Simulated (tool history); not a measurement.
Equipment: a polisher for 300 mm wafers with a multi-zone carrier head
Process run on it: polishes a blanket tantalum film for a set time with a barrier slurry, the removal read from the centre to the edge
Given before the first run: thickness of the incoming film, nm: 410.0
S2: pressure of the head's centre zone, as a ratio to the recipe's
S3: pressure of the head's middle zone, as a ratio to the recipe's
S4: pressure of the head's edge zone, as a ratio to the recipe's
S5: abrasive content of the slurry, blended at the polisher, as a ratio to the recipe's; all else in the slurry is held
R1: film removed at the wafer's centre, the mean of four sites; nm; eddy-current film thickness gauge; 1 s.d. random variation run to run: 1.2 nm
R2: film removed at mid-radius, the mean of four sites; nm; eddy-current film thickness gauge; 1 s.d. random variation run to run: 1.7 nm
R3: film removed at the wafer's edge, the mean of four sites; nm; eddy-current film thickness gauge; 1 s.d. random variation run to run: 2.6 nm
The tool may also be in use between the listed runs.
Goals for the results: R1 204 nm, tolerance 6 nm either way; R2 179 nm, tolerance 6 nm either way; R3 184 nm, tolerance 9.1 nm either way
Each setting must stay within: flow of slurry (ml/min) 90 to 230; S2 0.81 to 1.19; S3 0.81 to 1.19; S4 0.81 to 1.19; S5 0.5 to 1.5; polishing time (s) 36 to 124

run 1 hour=0 | flow_of_slurry_(ml/min)=150 S2=1 S3=1 S4=1 S5=1 polishing_time_(s)=79 | R1=173.75 R2=178.83 R3=165.56
run 2 hour=1 | flow_of_slurry_(ml/min)=150 S2=0.94 S3=1 S4=1 S5=1 polishing_time_(s)=79 | R1=162.96 R2=174.78 R3=166.52
run 3 hour=4.8 | flow_of_slurry_(ml/min)=150 S2=0.94 S3=1 S4=1 S5=1 polishing_time_(s)=93 | R1=190.96 R2=209.9 R3=199.44
run 4 hour=6.1 | flow_of_slurry_(ml/min)=150 S2=0.94 S3=1 S4=1 S5=1 polishing_time_(s)=110 | R1=225.47 R2=245.49 R3=238.02
run 5 hour=14.4 | flow_of_slurry_(ml/min)=145 S2=0.95 S3=0.98 S4=0.98 S5=0.95 polishing_time_(s)=110 | R1=223.87 R2=241.5 R3=223.97
run 6 hour=15.8 | flow_of_slurry_(ml/min)=115 S2=0.95 S3=0.98 S4=0.98 S5=0.95 polishing_time_(s)=110 | R1=214.61 R2=230.22 R3=219.93
run 7 hour=20.6 | flow_of_slurry_(ml/min)=110 S2=1.03 S3=0.88 S4=0.88 S5=0.7 polishing_time_(s)=108 | R1=208.52 R2=192.66 R3=189.8
run 8 hour=28.7 | flow_of_slurry_(ml/min)=110 S2=1.03 S3=0.87 S4=0.88 S5=0.7 polishing_time_(s)=108 | R1=206.75 R2=188.3 R3=187.59

4 next moves are on the table. One of them brings every result within its allowed miss. Which?
run A hour=36.8 | flow_of_slurry_(ml/min)=95 S2=0.92 S3=0.83 S4=1 S5=0.6 polishing_time_(s)=121 | R1=? R2=? R3=?
run B hour=36.8 | flow_of_slurry_(ml/min)=115 S2=1.02 S3=0.81 S4=0.85 S5=0.65 polishing_time_(s)=109 | R1=? R2=? R3=?
run C hour=36.8 | flow_of_slurry_(ml/min)=145 S2=1.03 S3=0.96 S4=0.84 S5=1 polishing_time_(s)=87 | R1=? R2=? R3=?
run D hour=36.8 | flow_of_slurry_(ml/min)=120 S2=1.02 S3=0.9 S4=0.87 S5=0.65 polishing_time_(s)=107 | R1=? R2=? R3=?

move=A R1=191.79 R2=194.97 R3=211.49
move=B R1=205.84 R2=184.4 R3=186.22
move=C R1=196.63 R2=194.34 R3=171.57
move=D R1=204.11 R2=195.88 R3=185.62
A: moves away from the targets compared with the last run
B: all results land within tolerance of their targets
C: moves away from the targets compared with the last run
D: moves away from the targets compared with the last run
B meets every target.

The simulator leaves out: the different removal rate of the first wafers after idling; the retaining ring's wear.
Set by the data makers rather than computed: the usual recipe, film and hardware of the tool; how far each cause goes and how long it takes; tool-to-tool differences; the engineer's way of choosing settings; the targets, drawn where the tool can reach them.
